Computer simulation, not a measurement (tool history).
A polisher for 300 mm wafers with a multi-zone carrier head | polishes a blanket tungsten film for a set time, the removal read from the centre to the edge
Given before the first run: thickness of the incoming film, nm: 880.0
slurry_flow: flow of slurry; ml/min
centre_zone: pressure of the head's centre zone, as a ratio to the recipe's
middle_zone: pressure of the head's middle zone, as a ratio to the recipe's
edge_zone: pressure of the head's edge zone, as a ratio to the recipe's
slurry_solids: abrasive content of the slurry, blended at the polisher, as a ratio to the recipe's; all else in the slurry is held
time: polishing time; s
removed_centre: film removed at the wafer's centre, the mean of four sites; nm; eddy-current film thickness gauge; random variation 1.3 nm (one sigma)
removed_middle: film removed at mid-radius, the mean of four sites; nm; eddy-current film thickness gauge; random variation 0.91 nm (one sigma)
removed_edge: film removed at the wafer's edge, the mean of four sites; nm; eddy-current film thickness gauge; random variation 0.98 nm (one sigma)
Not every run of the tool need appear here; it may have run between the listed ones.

Run 1, hour 0.0: slurry_flow 225 ml/min, centre_zone 1.00, middle_zone 1.00, edge_zone 1.00, slurry_solids 1.00, time 55 s. Result: removed_centre 181.200 nm, removed_middle 191.600 nm, removed_edge 190.030 nm.
Run 2, hour 7.1: slurry_flow 225 ml/min, centre_zone 1.00, middle_zone 1.00, edge_zone 0.96, slurry_solids 1.00, time 55 s. Result: removed_centre 185.810 nm, removed_middle 191.430 nm, removed_edge 186.020 nm.
Run 3, hour 9.0: slurry_flow 220 ml/min, centre_zone 0.98, middle_zone 0.98, edge_zone 0.95, slurry_solids 0.95, time 52 s. Result: removed_centre 170.850 nm, removed_middle 178.630 nm, removed_edge 172.650 nm.
Run 4, hour 9.7: slurry_flow 220 ml/min, centre_zone 0.95, middle_zone 0.98, edge_zone 0.95, slurry_solids 0.95, time 52 s. Result: removed_centre 167.450 nm, removed_middle 174.800 nm, removed_edge 171.330 nm.
Run 5, hour 15.9: slurry_flow 215 ml/min, centre_zone 0.93, middle_zone 0.96, edge_zone 0.95, slurry_solids 0.90, time 49 s. Result: removed_centre 154.970 nm, removed_middle 160.730 nm, removed_edge 161.320 nm.
Run 6, hour 19.0: slurry_flow 160 ml/min, centre_zone 0.93, middle_zone 0.96, edge_zone 0.95, slurry_solids 0.90, time 49 s. Result: removed_centre 146.690 nm, removed_middle 154.280 nm, removed_edge 155.280 nm.
Run 7, hour 26.7: slurry_flow 140 ml/min, centre_zone 0.89, middle_zone 0.86, edge_zone 0.90, slurry_solids 0.65, time 34 s. Result: removed_centre 88.948 nm, removed_middle 89.072 nm, removed_edge 95.825 nm.
Run 8, hour 33.4: slurry_flow 150 ml/min, centre_zone 0.89, middle_zone 0.86, edge_zone 0.91, slurry_solids 0.65, time 34 s. Result: removed_centre 89.135 nm, removed_middle 90.821 nm, removed_edge 98.701 nm.

Run 9 has not been measured yet. What should we expect?
Run 9, hour 38.6: slurry_flow 155 ml/min, centre_zone 0.90, middle_zone 0.86, edge_zone 0.91, slurry_solids 0.65, time 34 s. Result: removed_centre ?, removed_middle ?, removed_edge ?.

removed_centre: 91.012 nm
removed_middle: 93.303 nm
removed_edge: 97.917 nm
